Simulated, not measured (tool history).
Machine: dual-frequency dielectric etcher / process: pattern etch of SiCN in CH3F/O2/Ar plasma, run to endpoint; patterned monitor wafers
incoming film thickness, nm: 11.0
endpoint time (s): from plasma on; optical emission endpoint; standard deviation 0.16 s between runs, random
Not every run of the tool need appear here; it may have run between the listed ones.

{"run": 1, "hour": 0.0, "source power (W)": 530, "bias power (W)": 86, "endpoint time (s)": 24.9}
{"run": 2, "hour": 3.7, "source power (W)": 620, "bias power (W)": 86, "endpoint time (s)": 23.919}
{"run": 3, "hour": 6.5, "source power (W)": 590, "bias power (W)": 82, "endpoint time (s)": 24.91}
{"run": 4, "hour": 11.9, "source power (W)": 680, "bias power (W)": 82, "endpoint time (s)": 24.277}
{"run": 5, "hour": 18.9, "source power (W)": 670, "bias power (W)": 77, "endpoint time (s)": 24.988}
{"run": 6, "hour": 25.3, "source power (W)": 710, "bias power (W)": 77, "endpoint time (s)": 24.363}

Run 7, settings as shown, results not yet in. Your forecast:
{"run": 7, "hour": 31.6, "source power (W)": 680, "bias power (W)": 73, "endpoint time (s)": "?"}

{"run 7": {"endpoint time (s)": 25.379}}
